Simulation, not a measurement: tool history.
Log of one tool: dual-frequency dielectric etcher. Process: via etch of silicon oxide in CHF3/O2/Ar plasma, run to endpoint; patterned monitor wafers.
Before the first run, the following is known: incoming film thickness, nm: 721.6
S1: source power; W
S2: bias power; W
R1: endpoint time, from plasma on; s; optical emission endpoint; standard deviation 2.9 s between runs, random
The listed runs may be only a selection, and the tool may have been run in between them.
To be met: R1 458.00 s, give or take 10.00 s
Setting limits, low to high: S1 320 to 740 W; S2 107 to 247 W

run,hour,S1,S2,R1
1,0.0,530,177,381.79
2,6.4,440,177,417.61
3,13.2,490,177,398.16
4,17.8,450,177,415.83
5,21.3,450,160,430.62
6,30.3,440,159,432.95
7,38.0,430,158,434.39
8,40.4,420,157,446.40
9,47.4,420,157,443.13

Exercise: of the 4 proposed moves below, exactly one satisfies all targets within the stated allowed misses. Which move is it?
A,54.4,380,173,?
B,54.4,430,171,?
C,54.4,400,131,?
D,54.4,420,162,?

move,R1
A,455.34
B,430.06
C,483.45
D,442.45
A: every result within its allowed miss
B: the biggest miss grows against the last run
C: carries the result that was furthest off beyond its target, to the other side
D: no nearer and no further than the last run
Answer: A
